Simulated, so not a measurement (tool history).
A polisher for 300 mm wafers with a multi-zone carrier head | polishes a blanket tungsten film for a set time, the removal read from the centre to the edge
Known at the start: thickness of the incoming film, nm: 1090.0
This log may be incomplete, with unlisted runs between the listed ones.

| run | hour | flow of slurry (ml/min) | pressure of the head's centre zone | pressure of the head's middle zone | pressure of the head's edge zone | abrasive content of the slurry | polishing time (s) | film removed at the wafer's centre (nm) | film removed at mid-radius (nm) | film removed at the wafer's edge (nm) |
|---|---|---|---|---|---|---|---|---|---|---|
| 1 | 0.0 | 190 | 1.00 | 1.00 | 1.00 | 1.00 | 43 | 271.67 | 277.49 | 276.06 |
| 2 | 3.0 | 190 | 1.00 | 1.00 | 1.05 | 1.00 | 43 | 273.32 | 268.20 | 277.62 |
| 3 | 5.7 | 190 | 1.00 | 1.00 | 1.05 | 1.20 | 43 | 283.08 | 293.25 | 293.55 |
| 4 | 13.1 | 190 | 0.94 | 1.00 | 1.05 | 1.20 | 43 | 276.56 | 285.53 | 296.33 |
| 5 | 14.3 | 180 | 0.93 | 1.03 | 1.01 | 1.05 | 42 | 253.31 | 276.44 | 270.48 |
| 6 | 18.4 | 180 | 0.93 | 1.03 | 0.96 | 1.05 | 42 | 249.30 | 273.73 | 266.46 |

Run 7 comes next. What will it give?
| 7 | 25.3 | 175 | 0.93 | 1.04 | 0.94 | 1.00 | 42 | ? | ? | ? |

{"run 7": {"film removed at the wafer's centre (nm)": 248.98, "film removed at mid-radius (nm)": 275.33, "film removed at the wafer's edge (nm)": 260.01}}
